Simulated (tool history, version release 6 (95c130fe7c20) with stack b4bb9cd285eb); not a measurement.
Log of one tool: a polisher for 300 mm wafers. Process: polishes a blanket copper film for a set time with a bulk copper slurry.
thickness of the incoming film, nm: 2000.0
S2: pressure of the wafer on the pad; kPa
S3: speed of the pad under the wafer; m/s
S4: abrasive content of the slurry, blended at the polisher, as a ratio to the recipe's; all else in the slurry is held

{"run": 1, "day": 0.0, "flow of slurry (ml/min)": 280, "S2": 13.1, "S3": 1.32, "S4": 1, "polishing time (s)": 63, "film removed (nm)": 584.4}
{"run": 2, "day": 0.321, "flow of slurry (ml/min)": 280, "S2": 11.7, "S3": 1.3, "S4": 1, "polishing time (s)": 63, "film removed (nm)": 514.07}
{"run": 3, "day": 0.408, "flow of slurry (ml/min)": 280, "S2": 11.7, "S3": 1.3, "S4": 1.15, "polishing time (s)": 63, "film removed (nm)": 542.49}
{"run": 4, "day": 0.554, "flow of slurry (ml/min)": 280, "S2": 11.7, "S3": 1.3, "S4": 1.15, "polishing time (s)": 66, "film removed (nm)": 555.04}
{"run": 5, "day": 0.904, "flow of slurry (ml/min)": 280, "S2": 13.1, "S3": 1.3, "S4": 1.15, "polishing time (s)": 66, "film removed (nm)": 631.7}
{"run": 6, "day": 1.242, "flow of slurry (ml/min)": 280, "S2": 11.7, "S3": 1.28, "S4": 1.15, "polishing time (s)": 66, "film removed (nm)": 572.24}
{"run": 7, "day": 1.304, "flow of slurry (ml/min)": 280, "S2": 10.3, "S3": 1.26, "S4": 1.15, "polishing time (s)": 66, "film removed (nm)": 507.11}
{"run": 8, "day": 1.446, "flow of slurry (ml/min)": 280, "S2": 9.7, "S3": 1.26, "S4": 1.15, "polishing time (s)": 66, "film removed (nm)": 478.54}

The next listed run, before its measurement:
{"run": 9, "day": 1.558, "flow of slurry (ml/min)": 280, "S2": 9, "S3": 1.26, "S4": 1.15, "polishing time (s)": 66, "film removed (nm)": "?"}

film removed (nm): 451.58
